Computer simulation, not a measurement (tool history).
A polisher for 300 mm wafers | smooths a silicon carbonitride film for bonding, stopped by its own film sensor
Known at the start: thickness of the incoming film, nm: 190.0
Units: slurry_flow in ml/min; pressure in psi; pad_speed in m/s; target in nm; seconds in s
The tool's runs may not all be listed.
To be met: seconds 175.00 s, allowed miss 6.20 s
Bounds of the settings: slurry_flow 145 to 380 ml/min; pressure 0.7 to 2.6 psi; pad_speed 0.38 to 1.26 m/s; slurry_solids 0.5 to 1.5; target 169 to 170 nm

run	hour	slurry_flow	pressure	pad_speed	slurry_solids	target	seconds
1	0.0	245	1.6	0.82	1.0	170	109.63
2	4.6	295	1.6	0.82	1.0	170	106.67
3	6.3	290	1.4	0.82	1.0	170	117.09
4	9.4	290	1.4	0.82	1.1	170	111.74
5	14.2	350	1.4	0.82	1.1	170	110.45
6	16.0	350	1.2	0.80	1.1	170	123.65
7	18.7	350	1.0	0.78	1.1	170	139.16
8	24.2	350	0.9	0.76	1.1	170	147.47
9	29.5	350	0.8	0.74	1.1	170	164.20
10	36.3	345	0.8	0.74	1.1	170	163.91
11	45.0	340	0.8	0.74	1.1	170	163.36

5 next moves are on the table. One of them brings every result within its allowed miss. Which?
A	53.7	345	0.7	0.72	1.1	169	?
B	53.7	335	0.8	0.84	1.1	169	?
C	53.7	345	0.7	0.90	0.8	170	?
D	53.7	330	0.8	0.70	1.2	170	?
E	53.7	365	0.7	0.74	1.0	169	?

move	seconds
A	189.01
B	158.77
C	176.87
D	166.73
E	192.21
A: takes the result that was furthest off past its target
B: further off than the last run
C: meets every target
D: nearer than the last run, and not there yet
E: takes the result that was furthest off past its target
Move C is the one to make.
